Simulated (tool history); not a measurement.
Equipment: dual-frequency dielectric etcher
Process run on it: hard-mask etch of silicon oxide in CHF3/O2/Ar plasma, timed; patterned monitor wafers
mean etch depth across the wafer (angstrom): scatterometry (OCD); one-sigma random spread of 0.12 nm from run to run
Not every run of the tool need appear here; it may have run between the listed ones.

run	hour	source power (kW)	bias power (kW)	etch time (s)	mean etch depth across the wafer (angstrom)
1	0.0	0.740	0.162	28.0	597.85
2	3.3	0.710	0.160	28.0	588.67
3	8.8	0.680	0.158	28.0	578.76
4	10.8	0.750	0.158	28.0	593.18
5	12.0	0.710	0.154	28.0	579.61
6	16.2	0.710	0.154	29.5	610.95
7	20.1	0.680	0.150	29.5	595.98
8	23.7	0.650	0.148	29.5	585.82
9	28.9	0.620	0.146	29.5	574.52
10	31.5	0.600	0.145	29.5	569.11
11	38.8	0.580	0.144	29.5	562.16
12	43.1	0.560	0.143	29.5	557.78
13	51.8	0.550	0.142	29.5	551.81

Run 14 is up next; what results do you expect?
14	58.4	0.540	0.141	29.5	?

{"run 14": {"mean etch depth across the wafer (angstrom)": 549.78}}
